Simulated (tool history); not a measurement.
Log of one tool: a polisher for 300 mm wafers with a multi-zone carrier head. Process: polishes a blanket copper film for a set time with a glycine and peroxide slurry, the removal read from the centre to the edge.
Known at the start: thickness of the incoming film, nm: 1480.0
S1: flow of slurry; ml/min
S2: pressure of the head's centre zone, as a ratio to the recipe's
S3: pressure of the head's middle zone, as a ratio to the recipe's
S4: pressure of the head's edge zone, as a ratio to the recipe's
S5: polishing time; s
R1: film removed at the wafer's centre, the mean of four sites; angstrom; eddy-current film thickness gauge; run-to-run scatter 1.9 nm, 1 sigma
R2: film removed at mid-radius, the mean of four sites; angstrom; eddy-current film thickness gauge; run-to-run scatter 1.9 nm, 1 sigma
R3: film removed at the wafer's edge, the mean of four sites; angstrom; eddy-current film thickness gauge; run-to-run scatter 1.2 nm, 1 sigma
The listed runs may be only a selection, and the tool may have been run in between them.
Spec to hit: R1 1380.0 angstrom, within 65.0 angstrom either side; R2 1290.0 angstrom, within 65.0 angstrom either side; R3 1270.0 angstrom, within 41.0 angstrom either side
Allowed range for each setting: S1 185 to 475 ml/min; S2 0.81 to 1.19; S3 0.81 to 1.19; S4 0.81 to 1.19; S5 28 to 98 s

run	hour	S1	S2	S3	S4	S5	R1	R2	R3
1	0.0	305	1.00	1.00	1.00	63	2426.5	2578.4	2515.1
2	2.9	290	1.00	0.98	0.97	58	2279.3	2328.3	2222.4
3	9.6	290	1.00	0.98	0.90	58	2297.3	2337.0	2165.0
4	12.7	290	1.00	0.98	0.90	49	1912.1	1940.1	1875.5
5	14.8	250	1.00	0.98	0.90	49	1900.8	1902.7	1826.1
6	18.3	250	1.00	0.98	0.90	36	1406.1	1401.9	1340.8
7	25.5	245	1.00	0.98	0.90	36	1384.4	1406.2	1367.4
8	29.3	240	1.01	0.98	0.89	36	1414.1	1379.6	1326.8
9	32.4	225	1.01	0.93	0.86	34	1316.3	1245.3	1230.0

Below are 5 possible settings for the next run. Only one of them brings all results inside the allowed miss of their targets. Which is it?
A	35.5	230	0.97	1.04	0.81	34	?	?	?
B	35.5	210	0.98	0.86	0.89	33	?	?	?
C	35.5	300	1.04	0.93	0.90	34	?	?	?
D	35.5	210	0.93	0.85	1.00	34	?	?	?
E	35.5	225	0.94	0.83	0.95	34	?	?	?

move	R1	R2	R3
A	1244.5	1369.0	1200.0
B	1199.6	1121.3	1197.1
C	1384.8	1291.1	1283.6
D	1172.3	1144.7	1293.0
E	1199.5	1135.6	1276.8
A: its largest miss is bigger than the last run's
B: its largest miss is bigger than the last run's
C: every result lands within tolerance
D: its largest miss is bigger than the last run's
E: its largest miss is bigger than the last run's
C meets every target.

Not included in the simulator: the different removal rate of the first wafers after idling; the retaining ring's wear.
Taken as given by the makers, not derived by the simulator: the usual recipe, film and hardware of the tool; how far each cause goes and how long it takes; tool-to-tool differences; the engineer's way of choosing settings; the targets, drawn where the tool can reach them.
